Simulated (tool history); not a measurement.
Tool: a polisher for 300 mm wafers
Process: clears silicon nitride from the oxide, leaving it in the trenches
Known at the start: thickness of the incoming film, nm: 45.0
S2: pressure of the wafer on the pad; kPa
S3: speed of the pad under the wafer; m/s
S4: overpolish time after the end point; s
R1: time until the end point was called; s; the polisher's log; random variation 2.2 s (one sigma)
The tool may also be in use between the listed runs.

run 1 hour=0 | flow_of_slurry_(ml/min)=300 S2=11.7 S3=1.16 S4=37 | R1=77.555
run 2 hour=5.4 | flow_of_slurry_(ml/min)=300 S2=10.3 S3=1.12 S4=37 | R1=87.02
run 3 hour=6.5 | flow_of_slurry_(ml/min)=300 S2=10.3 S3=1.32 S4=37 | R1=78.058
run 4 hour=13.4 | flow_of_slurry_(ml/min)=295 S2=9 S3=1.22 S4=37 | R1=87.911
run 5 hour=15.3 | flow_of_slurry_(ml/min)=295 S2=8.3 S3=1.08 S4=37 | R1=102.73
run 6 hour=21.3 | flow_of_slurry_(ml/min)=295 S2=7.6 S3=1 S4=37 | R1=115.2

The next listed run, before its measurement:
run 7 hour=29.8 | flow_of_slurry_(ml/min)=295 S2=6.9 S3=0.96 S4=37 | R1=?

{"run 7": {"R1": 126.37}}

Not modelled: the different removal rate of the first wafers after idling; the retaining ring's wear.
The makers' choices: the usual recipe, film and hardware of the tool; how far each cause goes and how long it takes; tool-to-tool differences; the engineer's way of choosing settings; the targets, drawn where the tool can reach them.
